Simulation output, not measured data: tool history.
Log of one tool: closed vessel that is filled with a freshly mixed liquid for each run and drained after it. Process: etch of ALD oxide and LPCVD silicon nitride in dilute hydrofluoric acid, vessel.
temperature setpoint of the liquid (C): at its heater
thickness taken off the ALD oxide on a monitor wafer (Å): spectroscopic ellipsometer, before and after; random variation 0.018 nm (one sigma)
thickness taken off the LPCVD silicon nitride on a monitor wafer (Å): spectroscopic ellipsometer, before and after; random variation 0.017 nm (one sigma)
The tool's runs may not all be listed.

run	hour	temperature setpoint of the liquid (C)	parts of water to one part of 49 % hydrofluoric acid (parts by volume)	time in the liquid (s)	thickness taken off the ALD oxide on a monitor wafer (Å)	thickness taken off the LPCVD silicon nitride on a monitor wafer (Å)
1	0	25	230	240	120.57	6.6956
2	4.7	22.5	270	240	89.82	4.2077
3	13.2	22.5	315	240	73.792	3.3947
4	20.6	22.5	315	310	94.746	4.5375
5	21.2	22.5	240	310	134.62	5.829
6	22.2	24.5	240	310	145.36	7.1934
7	27.6	23.5	295	295	102.38	5.5849
8	34.1	23.5	295	295	101.82	6.0421
9	42.9	22.5	335	290	82.214	4.3727

Forecast run 10:
10	51.7	22.5	415	240	?	?

thickness taken off the ALD oxide on a monitor wafer (Å): 51.339
thickness taken off the LPCVD silicon nitride on a monitor wafer (Å): 2.6585
